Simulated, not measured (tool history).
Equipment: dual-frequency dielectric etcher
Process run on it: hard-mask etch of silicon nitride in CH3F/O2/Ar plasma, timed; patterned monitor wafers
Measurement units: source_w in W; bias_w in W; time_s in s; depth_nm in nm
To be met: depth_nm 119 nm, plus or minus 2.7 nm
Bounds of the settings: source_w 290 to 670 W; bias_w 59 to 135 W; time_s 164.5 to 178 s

run 1 hour=0 | source_w=480 bias_w=97 time_s=178 | depth_nm=141.53
run 2 hour=4.3 | source_w=480 bias_w=97 time_s=178 | depth_nm=142.4
run 3 hour=10.3 | source_w=540 bias_w=97 time_s=178 | depth_nm=147.5
run 4 hour=13.8 | source_w=540 bias_w=97 time_s=164.5 | depth_nm=136.92
run 5 hour=14.5 | source_w=610 bias_w=97 time_s=164.5 | depth_nm=143.42
run 6 hour=20.5 | source_w=610 bias_w=105 time_s=164.5 | depth_nm=146.51
run 7 hour=27.5 | source_w=540 bias_w=96 time_s=164.5 | depth_nm=136.79
run 8 hour=36.4 | source_w=490 bias_w=92 time_s=164.5 | depth_nm=129.76
run 9 hour=38 | source_w=460 bias_w=90 time_s=164.5 | depth_nm=126.24
run 10 hour=46.5 | source_w=440 bias_w=89 time_s=164.5 | depth_nm=122.4

4 candidate next runs follow, results not yet known. Just one meets every target within its allowed miss. Identify it.
run A hour=55 | source_w=360 bias_w=83 time_s=174 | depth_nm=?
run B hour=55 | source_w=440 bias_w=85 time_s=172.5 | depth_nm=?
run C hour=55 | source_w=400 bias_w=87 time_s=173 | depth_nm=?
run D hour=55 | source_w=400 bias_w=97 time_s=164.5 | depth_nm=?

move=A depth_nm=117.81
move=B depth_nm=125.18
move=C depth_nm=123.21
move=D depth_nm=122.66
A: every result lands within tolerance
B: its largest miss is bigger than the last run's
C: its largest miss is bigger than the last run's
D: its largest miss is bigger than the last run's
So the answer is move A, the one that meets all the targets.
